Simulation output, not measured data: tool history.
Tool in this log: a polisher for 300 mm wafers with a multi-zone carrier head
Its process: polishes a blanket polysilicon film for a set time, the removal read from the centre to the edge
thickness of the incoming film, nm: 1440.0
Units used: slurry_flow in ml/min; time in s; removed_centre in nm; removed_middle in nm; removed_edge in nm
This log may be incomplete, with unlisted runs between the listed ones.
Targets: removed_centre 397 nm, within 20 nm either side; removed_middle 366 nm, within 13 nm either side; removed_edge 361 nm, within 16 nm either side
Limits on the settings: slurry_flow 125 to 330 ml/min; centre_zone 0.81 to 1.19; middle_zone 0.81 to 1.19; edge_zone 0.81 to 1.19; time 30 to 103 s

{"run": 1, "hour": 0.0, "slurry_flow": 210, "centre_zone": 1, "middle_zone": 1, "edge_zone": 1, "time": 66, "removed_centre": 471.55, "removed_middle": 482.49, "removed_edge": 481.3}
{"run": 2, "hour": 2.3, "slurry_flow": 210, "centre_zone": 1.01, "middle_zone": 0.99, "edge_zone": 0.97, "time": 62, "removed_centre": 454.41, "removed_middle": 458.08, "removed_edge": 434.64}
{"run": 3, "hour": 4.0, "slurry_flow": 205, "centre_zone": 1, "middle_zone": 0.95, "edge_zone": 0.95, "time": 60, "removed_centre": 437.88, "removed_middle": 418.75, "removed_edge": 414.44}
{"run": 4, "hour": 6.7, "slurry_flow": 205, "centre_zone": 1, "middle_zone": 0.95, "edge_zone": 0.87, "time": 60, "removed_centre": 427.2, "removed_middle": 420.12, "removed_edge": 400.05}
{"run": 5, "hour": 7.6, "slurry_flow": 205, "centre_zone": 1, "middle_zone": 0.95, "edge_zone": 0.87, "time": 68, "removed_centre": 497.01, "removed_middle": 470.39, "removed_edge": 458.31}
{"run": 6, "hour": 13.6, "slurry_flow": 205, "centre_zone": 0.95, "middle_zone": 0.95, "edge_zone": 0.87, "time": 68, "removed_centre": 468.44, "removed_middle": 486.63, "removed_edge": 455.19}
{"run": 7, "hour": 20.0, "slurry_flow": 200, "centre_zone": 0.96, "middle_zone": 0.93, "edge_zone": 0.86, "time": 65, "removed_centre": 438.62, "removed_middle": 441.07, "removed_edge": 426.66}
{"run": 8, "hour": 21.2, "slurry_flow": 200, "centre_zone": 0.97, "middle_zone": 0.92, "edge_zone": 0.85, "time": 63, "removed_centre": 441.88, "removed_middle": 421.84, "removed_edge": 417.87}
{"run": 9, "hour": 26.8, "slurry_flow": 200, "centre_zone": 0.98, "middle_zone": 0.92, "edge_zone": 0.84, "time": 61, "removed_centre": 427.74, "removed_middle": 407.99, "removed_edge": 394.19}
{"run": 10, "hour": 33.4, "slurry_flow": 195, "centre_zone": 0.98, "middle_zone": 0.91, "edge_zone": 0.83, "time": 60, "removed_centre": 429.86, "removed_middle": 406.2, "removed_edge": 389.14}
{"run": 11, "hour": 35.4, "slurry_flow": 195, "centre_zone": 0.97, "middle_zone": 0.9, "edge_zone": 0.83, "time": 59, "removed_centre": 409.48, "removed_middle": 388.33, "removed_edge": 387.84}

Below are 5 possible settings for the next run. Only one of them brings all results inside the allowed miss of their targets. Which is it?
{"run": "A", "hour": 37.4, "slurry_flow": 205, "centre_zone": 0.97, "middle_zone": 0.94, "edge_zone": 0.81, "time": 62, "removed_centre": "?", "removed_middle": "?", "removed_edge": "?"}
{"run": "B", "hour": 37.4, "slurry_flow": 215, "centre_zone": 1.05, "middle_zone": 0.89, "edge_zone": 0.81, "time": 58, "removed_centre": "?", "removed_middle": "?", "removed_edge": "?"}
{"run": "C", "hour": 37.4, "slurry_flow": 205, "centre_zone": 0.98, "middle_zone": 0.91, "edge_zone": 0.81, "time": 55, "removed_centre": "?", "removed_middle": "?", "removed_edge": "?"}
{"run": "D", "hour": 37.4, "slurry_flow": 130, "centre_zone": 1.02, "middle_zone": 0.89, "edge_zone": 0.98, "time": 66, "removed_centre": "?", "removed_middle": "?", "removed_edge": "?"}
{"run": "E", "hour": 37.4, "slurry_flow": 240, "centre_zone": 1.05, "middle_zone": 0.96, "edge_zone": 0.81, "time": 55, "removed_centre": "?", "removed_middle": "?", "removed_edge": "?"}

move=A removed_centre=435.65 removed_middle=435.17 removed_edge=409.01
move=B removed_centre=444.82 removed_middle=391.63 removed_edge=384.92
move=C removed_centre=390.4 removed_middle=375.72 removed_edge=362.97
move=D removed_centre=438.48 removed_middle=402.74 removed_edge=444.22
move=E removed_centre=429.21 removed_middle=401.59 removed_edge=368.82
A: the biggest miss grows against the last run
B: the biggest miss grows against the last run
C: every result within its allowed miss
D: the biggest miss grows against the last run
E: the biggest miss grows against the last run
Go with C: it meets all targets.

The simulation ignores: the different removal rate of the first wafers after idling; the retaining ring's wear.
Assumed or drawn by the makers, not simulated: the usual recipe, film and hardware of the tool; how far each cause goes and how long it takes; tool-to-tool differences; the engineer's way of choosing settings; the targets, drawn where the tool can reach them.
